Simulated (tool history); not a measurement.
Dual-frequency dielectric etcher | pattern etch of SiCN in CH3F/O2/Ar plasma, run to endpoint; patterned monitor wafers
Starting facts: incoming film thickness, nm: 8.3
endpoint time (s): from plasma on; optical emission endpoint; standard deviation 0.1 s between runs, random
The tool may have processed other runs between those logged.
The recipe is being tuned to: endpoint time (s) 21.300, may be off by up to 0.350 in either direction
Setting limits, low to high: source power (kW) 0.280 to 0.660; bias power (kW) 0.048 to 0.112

run  hour  source power (kW)  bias power (kW)  endpoint time (s)
  1   0.0              0.470            0.080             18.209
  2   5.3              0.440            0.079             18.525
  3   7.4              0.440            0.087             18.019
  4  14.0              0.420            0.085             18.429
  5  15.4              0.390            0.085             18.929
  6  22.0              0.370            0.084             19.242
  7  22.9              0.360            0.083             19.459
  8  27.3              0.350            0.082             19.804
  9  35.1              0.340            0.081             19.999

4 next moves are on the table. One of them brings every result within its allowed miss. Which?
  A  42.9              0.280            0.078                  ?
  B  42.9              0.330            0.076                  ?
  C  42.9              0.340            0.088                  ?
  D  42.9              0.420            0.077                  ?

move  endpoint time (s)
   A             21.152
   B             20.514
   C             19.207
   D             19.140
A: in spec on every target
B: closer than the last run, but not yet in spec
C: its largest miss is bigger than the last run's
D: its largest miss is bigger than the last run's
Move A is the one to make.
